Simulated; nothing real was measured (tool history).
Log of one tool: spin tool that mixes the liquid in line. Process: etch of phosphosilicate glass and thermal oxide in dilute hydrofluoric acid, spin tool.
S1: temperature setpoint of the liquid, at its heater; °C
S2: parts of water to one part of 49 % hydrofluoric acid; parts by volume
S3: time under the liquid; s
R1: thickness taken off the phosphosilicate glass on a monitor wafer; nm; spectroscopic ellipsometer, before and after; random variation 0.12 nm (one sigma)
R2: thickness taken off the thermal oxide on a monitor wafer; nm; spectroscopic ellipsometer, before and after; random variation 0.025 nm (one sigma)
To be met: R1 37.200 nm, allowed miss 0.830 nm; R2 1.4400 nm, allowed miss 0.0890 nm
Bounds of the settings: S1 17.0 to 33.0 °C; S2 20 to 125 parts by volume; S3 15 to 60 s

run,hour,S1,S2,S3,R1,R2
1,0.0,25.0,70,30,53.410,2.0780
2,7.2,22.5,70,30,47.945,1.8640
3,12.2,20.5,70,30,44.231,1.6970
4,15.2,24.0,70,30,51.282,2.0085
5,18.7,22.0,70,30,47.358,1.8399
6,26.3,22.0,80,30,40.816,1.5711
7,32.5,21.5,80,30,40.199,1.5950
8,38.4,21.5,80,30,39.793,1.5228
9,40.0,21.0,80,30,39.302,1.4997
10,44.7,21.0,80,30,39.346,1.5313
11,47.5,21.0,80,30,39.097,1.5093
12,54.9,20.5,80,30,38.189,1.4989

Which of these 4 next moves meets every target?
A,62.3,20.5,65,25,?,?
B,62.3,18.5,125,55,?,?
C,62.3,28.5,55,15,?,?
D,62.3,23.0,90,30,?,?

move,R1,R2
A,40.315,1.5751
B,39.713,1.5515
C,40.110,1.5671
D,37.568,1.4678
A: further off than the last run
B: further off than the last run
C: further off than the last run
D: meets every target
Answer: D

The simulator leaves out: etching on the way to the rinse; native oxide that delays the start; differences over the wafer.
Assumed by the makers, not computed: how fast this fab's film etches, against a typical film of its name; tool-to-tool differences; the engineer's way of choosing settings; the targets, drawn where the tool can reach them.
